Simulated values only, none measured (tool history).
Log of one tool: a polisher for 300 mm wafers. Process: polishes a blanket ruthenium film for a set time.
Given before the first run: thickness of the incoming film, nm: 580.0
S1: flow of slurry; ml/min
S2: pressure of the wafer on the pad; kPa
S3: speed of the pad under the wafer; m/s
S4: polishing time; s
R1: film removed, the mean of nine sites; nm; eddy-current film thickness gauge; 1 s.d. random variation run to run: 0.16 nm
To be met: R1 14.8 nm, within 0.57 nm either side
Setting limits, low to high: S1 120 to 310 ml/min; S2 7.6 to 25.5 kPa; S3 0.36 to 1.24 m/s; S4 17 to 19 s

| run | day | S1 | S2 | S3 | S4 | R1 |
|---|---|---|---|---|---|---|
| 1 | 0 | 200 | 16.5 | 0.8 | 19 | 20.939 |
| 2 | 0.279 | 200 | 15.2 | 0.8 | 19 | 19.688 |
| 3 | 0.588 | 200 | 15.2 | 0.8 | 17 | 17.534 |
| 4 | 0.892 | 200 | 14.5 | 0.8 | 17 | 16.835 |
| 5 | 1.129 | 200 | 13.8 | 0.8 | 17 | 16.002 |
| 6 | 1.296 | 240 | 13.8 | 0.8 | 17 | 16.179 |
| 7 | 1.4 | 240 | 13.1 | 0.8 | 17 | 16.097 |
| 8 | 1.496 | 235 | 13.1 | 0.8 | 17 | 16.082 |

Which single option among these 4 for the next run brings every result within its allowed miss of target? Just one does.
| A | 1.592 | 245 | 12.4 | 0.84 | 18 | ? |
| B | 1.592 | 225 | 14.5 | 0.7 | 17 | ? |
| C | 1.592 | 230 | 12.4 | 0.72 | 17 | ? |
| D | 1.592 | 225 | 15.2 | 0.72 | 19 | ? |

| move | R1 |
|---|---|
| A | 16.909 |
| B | 14.973 |
| C | 13.649 |
| D | 17.857 |
A: misses by more than the last run did
B: every result lands within tolerance
C: takes the result that was furthest off past its target
D: misses by more than the last run did
The right move is B.

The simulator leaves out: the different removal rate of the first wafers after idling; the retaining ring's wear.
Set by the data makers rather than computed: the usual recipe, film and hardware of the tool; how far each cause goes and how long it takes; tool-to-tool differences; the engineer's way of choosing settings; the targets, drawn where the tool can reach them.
